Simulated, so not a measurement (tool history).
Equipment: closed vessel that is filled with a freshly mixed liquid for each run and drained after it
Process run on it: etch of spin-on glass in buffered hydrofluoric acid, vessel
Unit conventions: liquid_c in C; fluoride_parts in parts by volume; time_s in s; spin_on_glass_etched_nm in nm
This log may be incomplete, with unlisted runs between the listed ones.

{"run": 1, "hour": 0.0, "liquid_c": 25, "fluoride_parts": 9.5, "time_s": 95, "spin_on_glass_etched_nm": 257.13}
{"run": 2, "hour": 8.0, "liquid_c": 24, "fluoride_parts": 9.5, "time_s": 95, "spin_on_glass_etched_nm": 241.56}
{"run": 3, "hour": 10.4, "liquid_c": 23, "fluoride_parts": 9.5, "time_s": 95, "spin_on_glass_etched_nm": 231.65}
{"run": 4, "hour": 12.3, "liquid_c": 23, "fluoride_parts": 8, "time_s": 95, "spin_on_glass_etched_nm": 276.69}
{"run": 5, "hour": 15.8, "liquid_c": 23, "fluoride_parts": 6, "time_s": 95, "spin_on_glass_etched_nm": 366.07}
{"run": 6, "hour": 21.5, "liquid_c": 20, "fluoride_parts": 6, "time_s": 95, "spin_on_glass_etched_nm": 306.76}
{"run": 7, "hour": 27.7, "liquid_c": 19.5, "fluoride_parts": 6.5, "time_s": 95, "spin_on_glass_etched_nm": 275.86}
{"run": 8, "hour": 34.6, "liquid_c": 19, "fluoride_parts": 7, "time_s": 95, "spin_on_glass_etched_nm": 254.62}

Run 9 has not been measured yet. What should we expect?
{"run": 9, "hour": 36.9, "liquid_c": 17, "fluoride_parts": 10, "time_s": 95, "spin_on_glass_etched_nm": "?"}

For run 9 the tool returned spin_on_glass_etched_nm 160.07 nm.

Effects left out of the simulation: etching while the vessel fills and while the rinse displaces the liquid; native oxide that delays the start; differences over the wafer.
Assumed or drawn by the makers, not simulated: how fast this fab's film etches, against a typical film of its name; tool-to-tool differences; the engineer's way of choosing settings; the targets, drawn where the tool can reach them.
